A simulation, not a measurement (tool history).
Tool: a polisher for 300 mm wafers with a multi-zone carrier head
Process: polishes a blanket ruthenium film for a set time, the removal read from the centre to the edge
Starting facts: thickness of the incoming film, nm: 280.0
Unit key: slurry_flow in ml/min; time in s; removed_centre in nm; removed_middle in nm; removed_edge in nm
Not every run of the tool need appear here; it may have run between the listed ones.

run  hour  slurry_flow  centre_zone  middle_zone  edge_zone  time  removed_centre  removed_middle  removed_edge
  1   0.0          320         1.00         1.00       1.00    72         101.910          102.40        96.073
  2   0.7          395         1.00         1.00       1.00    72         104.260          102.99        97.321
  3   8.0          395         0.96         1.00       1.00    72         100.750          105.04        97.829
  4  16.9          325         0.96         1.00       1.00    72          98.172          101.65        96.991
  5  22.1          325         0.96         1.00       1.03    72          96.273          102.10        99.176
  6  28.0          330         1.02         0.98       1.06    76         110.770          105.69       105.210
  7  36.7          325         1.08         0.91       1.16    92         140.620          120.30       131.620

Estimate the outcome of run 8 from the log above:
  8  44.0          325         1.09         0.91       1.16    92               ?               ?             ?

removed_centre: 140.730 nm
removed_middle: 123.08 nm
removed_edge: 130.770 nm
